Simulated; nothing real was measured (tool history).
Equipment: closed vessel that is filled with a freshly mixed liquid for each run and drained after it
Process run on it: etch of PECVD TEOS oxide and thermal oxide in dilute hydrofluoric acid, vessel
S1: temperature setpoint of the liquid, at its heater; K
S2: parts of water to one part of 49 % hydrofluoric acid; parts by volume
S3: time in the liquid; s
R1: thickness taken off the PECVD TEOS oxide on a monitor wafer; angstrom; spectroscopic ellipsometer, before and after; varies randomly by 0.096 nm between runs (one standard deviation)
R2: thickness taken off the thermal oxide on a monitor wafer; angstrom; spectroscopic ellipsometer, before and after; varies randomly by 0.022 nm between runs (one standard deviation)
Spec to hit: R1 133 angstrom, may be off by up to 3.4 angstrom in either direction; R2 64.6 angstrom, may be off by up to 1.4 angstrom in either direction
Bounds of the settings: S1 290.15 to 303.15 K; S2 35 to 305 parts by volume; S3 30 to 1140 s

run  hour      S1   S2   S3      R1      R2
  1     0  295.15  170  580  265.31  130.83
  2     8  295.15  200  580  219.89  107.59
  3   9.3  295.15  235  580  180.98  88.329
  4  13.8  294.15  240  580  170.76  83.261
  5  22.2  294.15  240  380  111.96  54.293
  6  30.2  294.15  240  565  166.02  80.955
  7    35  293.15  245  565  154.24  76.058
  8  40.5  293.15  250  565  153.38  74.162
  9  44.8  292.65  255  565  142.73  71.028
 10  53.3  292.65  260  565  141.42  69.204

Which of these 4 next moves meets every target?
  A  61.8  303.15  305  475   ?   ?
  B  61.8  292.15  265  520   ?   ?
  C  61.8  290.15  205  415   ?   ?
  D  61.8  293.65  260  505   ?   ?

move      R1      R2
   A  141.18  68.042
   B  126.18  60.814
   C   127.2  61.305
   D  132.71  63.959
A: closes in on the targets versus the last run, not all within tolerance yet
B: takes the biggest miss from the last run beyond its target
C: takes the biggest miss from the last run beyond its target
D: hits every target within its allowed miss
D is the move that brings every result within its allowed miss.
